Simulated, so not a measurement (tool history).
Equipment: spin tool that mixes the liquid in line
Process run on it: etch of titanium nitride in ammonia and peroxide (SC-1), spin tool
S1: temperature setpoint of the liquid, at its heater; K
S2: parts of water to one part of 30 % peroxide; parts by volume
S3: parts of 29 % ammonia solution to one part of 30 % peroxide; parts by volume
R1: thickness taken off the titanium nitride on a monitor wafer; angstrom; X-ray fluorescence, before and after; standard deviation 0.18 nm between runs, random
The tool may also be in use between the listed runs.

run 1 hour=0 | S1=327.15 S2=21.5 S3=0.7 time_under_the_liquid_(s)=315 | R1=116.71
run 2 hour=2.6 | S1=320.65 S2=21.5 S3=0.7 time_under_the_liquid_(s)=315 | R1=73.846
run 3 hour=10.5 | S1=320.65 S2=21.5 S3=0.9 time_under_the_liquid_(s)=315 | R1=77.402
run 4 hour=14.5 | S1=320.65 S2=21.5 S3=0.9 time_under_the_liquid_(s)=335 | R1=80.75
run 5 hour=21.7 | S1=320.65 S2=21.5 S3=1.05 time_under_the_liquid_(s)=335 | R1=83.951
run 6 hour=26.9 | S1=321.65 S2=21.5 S3=1.05 time_under_the_liquid_(s)=335 | R1=89.411
-- hour=30.5 heated supply line repaired
run 7 hour=30.5 | S1=322.65 S2=21.5 S3=1.05 time_under_the_liquid_(s)=335 | R1=109.79
run 8 hour=34.4 | S1=323.15 S2=21.5 S3=1.05 time_under_the_liquid_(s)=335 | R1=112.02
run 9 hour=37.5 | S1=323.65 S2=21.5 S3=1.05 time_under_the_liquid_(s)=335 | R1=116.45
run 10 hour=44.8 | S1=324.15 S2=21.5 S3=1.05 time_under_the_liquid_(s)=335 | R1=123.44

What will run 11 give?
run 11 hour=50.3 | S1=324.15 S2=21.5 S3=1.05 time_under_the_liquid_(s)=335 | R1=?

R1: 119.43 angstrom
